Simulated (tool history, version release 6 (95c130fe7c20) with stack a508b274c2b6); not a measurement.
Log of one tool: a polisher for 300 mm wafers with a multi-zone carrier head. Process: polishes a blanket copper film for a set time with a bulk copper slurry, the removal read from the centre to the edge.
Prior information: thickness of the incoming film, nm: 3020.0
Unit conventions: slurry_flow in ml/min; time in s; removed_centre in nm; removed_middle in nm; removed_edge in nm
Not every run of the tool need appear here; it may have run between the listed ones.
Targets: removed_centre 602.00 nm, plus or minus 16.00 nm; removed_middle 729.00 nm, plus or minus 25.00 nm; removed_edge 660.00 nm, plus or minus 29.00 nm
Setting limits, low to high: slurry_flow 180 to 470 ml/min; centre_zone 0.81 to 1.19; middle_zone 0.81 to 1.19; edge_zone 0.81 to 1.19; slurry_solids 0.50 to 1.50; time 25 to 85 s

run  hour  slurry_flow  centre_zone  middle_zone  edge_zone  slurry_solids  time  removed_centre  removed_middle  removed_edge
  1   0.0          300         1.00         1.00       1.00           1.00    55          544.02          535.76        543.39
  2   3.8          305         1.00         1.02       1.01           1.05    55          549.37          553.06        545.14
  3  12.1          305         1.00         1.02       0.97           1.05    55          548.58          543.60        536.81
  4  18.5          305         1.00         1.07       0.97           1.05    55          550.04          567.61        544.28
  5  22.1          380         1.00         1.07       0.97           1.05    55          561.57          580.87        547.35
  6  28.7          380         1.00         1.07       0.97           0.85    55          535.21          553.55        505.75
  7  29.3          380         0.99         1.08       0.98           0.90    55          534.67          562.49        538.11
  8  30.0          380         0.98         1.09       0.97           0.95    55          531.51          569.11        530.21

Exercise: of the 5 proposed moves below, exactly one satisfies all targets within the stated allowed misses. Which move is it?
  A  30.7          315         1.02         0.83       1.07           1.10    56               ?               ?             ?
  B  30.7          365         0.86         1.02       1.14           1.20    67               ?               ?             ?
  C  30.7          410         1.11         1.09       0.83           0.80    45               ?               ?             ?
  D  30.7          370         0.88         1.17       0.91           0.80    75               ?               ?             ?
  E  30.7          390         0.90         1.14       0.99           1.00    67               ?               ?             ?

move  removed_centre  removed_middle  removed_edge
   A          574.17          499.07        594.27
   B          598.11          708.11        754.08
   C          477.36          456.86        398.48
   D          625.08          796.34        687.97
   E          603.64          737.55        675.31
A: moves away from the targets compared with the last run
B: puts the biggest miss on target and leaves a different result outside tolerance
C: moves away from the targets compared with the last run
D: moves the result that the last run missed by most past its target, out the other side
E: every result lands within tolerance
The right move is E.

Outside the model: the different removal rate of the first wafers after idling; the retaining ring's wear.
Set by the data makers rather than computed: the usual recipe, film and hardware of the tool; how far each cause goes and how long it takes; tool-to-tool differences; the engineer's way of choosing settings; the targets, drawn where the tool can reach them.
